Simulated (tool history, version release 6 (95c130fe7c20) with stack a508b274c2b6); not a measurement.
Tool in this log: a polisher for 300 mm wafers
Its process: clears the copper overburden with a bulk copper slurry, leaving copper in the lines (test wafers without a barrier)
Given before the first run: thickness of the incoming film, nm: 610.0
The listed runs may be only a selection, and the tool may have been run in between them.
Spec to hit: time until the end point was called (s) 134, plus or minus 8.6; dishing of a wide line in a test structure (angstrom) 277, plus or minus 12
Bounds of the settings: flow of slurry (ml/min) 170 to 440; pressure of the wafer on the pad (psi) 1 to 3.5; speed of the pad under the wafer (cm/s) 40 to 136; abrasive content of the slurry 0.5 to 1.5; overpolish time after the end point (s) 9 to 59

run	hour	flow of slurry (ml/min)	pressure of the wafer on the pad (psi)	speed of the pad under the wafer (cm/s)	abrasive content of the slurry	overpolish time after the end point (s)	time until the end point was called (s)	dishing of a wide line in a test structure (angstrom)
1	0	280	2.2	88	1	30	86.276	952.48
2	5.7	320	2.2	88	1	30	84.281	936.16
3	8.2	320	2.7	88	1	30	66.549	1084.8
4	9.6	320	2.7	88	0.9	30	72.951	1044.9
5	18.2	320	2.7	88	0.7	30	72.762	1056
6	20.5	320	2.7	88	0.8	30	70.561	1049
7	27	350	2.3	82	0.75	25	93.517	827.62
8	28.4	270	1.7	60	1	11	155.15	282.05
9	29.7	265	1.7	60	1.05	11	158.66	291.82
10	38.3	240	1.8	58	1	11	157.72	284.21
11	42.1	225	1.9	58	1.1	11	144.22	302.07
12	43.5	210	1.9	58	1.2	11	147.19	305.45
13	46.9	200	2	58	1.05	11	146.97	308.23
14	53.2	230	1.9	58	1.15	11	145.98	308.64
15	55.5	215	1.9	58	1.1	11	151.39	301.26
16	60.9	270	1.8	56	1.2	11	155.37	294.11
17	66.6	245	1.9	56	1.1	11	153.1	292.19
18	70.5	240	2	54	1.1	11	150.57	305.36
19	75.3	225	1.9	58	1.1	11	146.83	299.03
20	82	210	1.9	60	1.05	11	150.09	308.9
21	84.3	255	1.8	58	1.15	11	149.8	300.49
22	88.9	235	1.8	58	1.25	11	151.14	292.85
23	94	220	1.8	60	1.3	11	144.9	309.09
24	96.9	210	1.8	60	1.35	11	147	312.63
25	104.6	260	1.8	58	1.2	11	151.24	297.82
26	106	245	1.8	58	1.25	11	150.03	301.35
27	108.5	225	1.8	58	1.2	11	148.21	291.79
28	109.3	210	1.7	60	1.25	11	161.29	288.55

Below are 4 possible settings for the next run. Only one of them brings all results inside the allowed miss of their targets. Which is it?
A	110.1	235	1.2	64	1.15	15	?	?
B	110.1	170	1.3	56	1.3	17	?	?
C	110.1	180	1.1	86	0.95	13	?	?
D	110.1	255	2.1	54	1.35	9	?	?

move	time until the end point was called (s)	dishing of a wide line in a test structure (angstrom)
A	198.13	292.15
B	212.52	307.7
C	174.56	286.31
D	130.46	278.83
A: further off than the last run
B: further off than the last run
C: further off than the last run
D: all results land within tolerance of their targets
Go with D: it meets all targets.
